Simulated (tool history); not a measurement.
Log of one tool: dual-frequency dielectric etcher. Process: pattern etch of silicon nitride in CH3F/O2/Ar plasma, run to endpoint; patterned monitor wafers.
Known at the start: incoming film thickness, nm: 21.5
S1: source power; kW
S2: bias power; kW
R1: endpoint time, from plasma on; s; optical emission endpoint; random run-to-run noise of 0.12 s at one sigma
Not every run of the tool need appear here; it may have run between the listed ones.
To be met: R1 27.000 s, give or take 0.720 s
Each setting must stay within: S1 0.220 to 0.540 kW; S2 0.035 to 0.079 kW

| run | hour | S1 | S2 | R1 |
|---|---|---|---|---|
| 1 | 0.0 | 0.380 | 0.057 | 32.222 |
| 2 | 3.6 | 0.320 | 0.057 | 34.985 |
| 3 | 6.9 | 0.320 | 0.063 | 34.029 |
| 4 | 10.8 | 0.320 | 0.060 | 34.456 |
| 5 | 15.2 | 0.360 | 0.062 | 31.893 |
| 6 | 23.4 | 0.390 | 0.063 | 30.166 |
| 7 | 28.7 | 0.410 | 0.063 | 29.454 |
| 8 | 36.2 | 0.420 | 0.063 | 29.155 |
| 9 | 39.0 | 0.430 | 0.063 | 28.578 |
| 10 | 45.3 | 0.440 | 0.063 | 28.449 |
| 11 | 53.0 | 0.450 | 0.063 | 27.835 |
| 12 | 55.7 | 0.460 | 0.063 | 27.730 |

Which one of the following 4 next-run settings gets every result inside its allowed miss? There is exactly one.
| A | 58.4 | 0.450 | 0.062 | ? |
| B | 58.4 | 0.460 | 0.067 | ? |
| C | 58.4 | 0.430 | 0.063 | ? |
| D | 58.4 | 0.440 | 0.061 | ? |

| move | R1 |
|---|---|
| A | 28.125 |
| B | 26.931 |
| C | 28.613 |
| D | 28.649 |
A: further off than the last run
B: hits every target within its allowed miss
C: further off than the last run
D: further off than the last run
Correct choice: B, which meets every target

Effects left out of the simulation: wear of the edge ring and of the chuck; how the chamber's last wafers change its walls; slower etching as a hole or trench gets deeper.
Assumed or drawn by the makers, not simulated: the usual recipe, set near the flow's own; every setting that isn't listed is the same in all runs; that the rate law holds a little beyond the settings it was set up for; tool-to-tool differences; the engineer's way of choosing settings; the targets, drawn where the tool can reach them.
